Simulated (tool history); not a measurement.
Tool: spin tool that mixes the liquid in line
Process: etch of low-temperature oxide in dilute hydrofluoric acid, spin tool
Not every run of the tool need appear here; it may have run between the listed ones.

run  hour  temperature setpoint of the liquid (K)  parts of water to one part of 49 % hydrofluoric acid (parts by volume)  time under the liquid (s)  thickness taken off the low-temperature oxide on a monitor wafer (nm)
  1     0                                  293.15                                                                     155                        100                                                                 7.4275
  2   6.4                                  295.15                                                                     145                        100                                                                 8.7219
  3   8.4                                  295.15                                                                     125                        100                                                                 10.395
  4  14.8                                  296.65                                                                     125                        100                                                                 10.963
  5  18.4                                  297.65                                                                     125                        100                                                                  11.48
  6  24.3                                  297.65                                                                     175                        100                                                                 7.7278
  7    28                                  298.65                                                                     160                        100                                                                 8.9607
  8  35.7                                  299.15                                                                     150                        100                                                                 9.9136
  9  44.1                                  299.65                                                                     145                        100                                                                 10.404
 10  52.9                                  300.15                                                                     140                        100                                                                 11.028

What will run 11 give?
 11  54.8                                  300.15                                                                     140                        100                                                                      ?

thickness taken off the low-temperature oxide on a monitor wafer (nm): 10.998
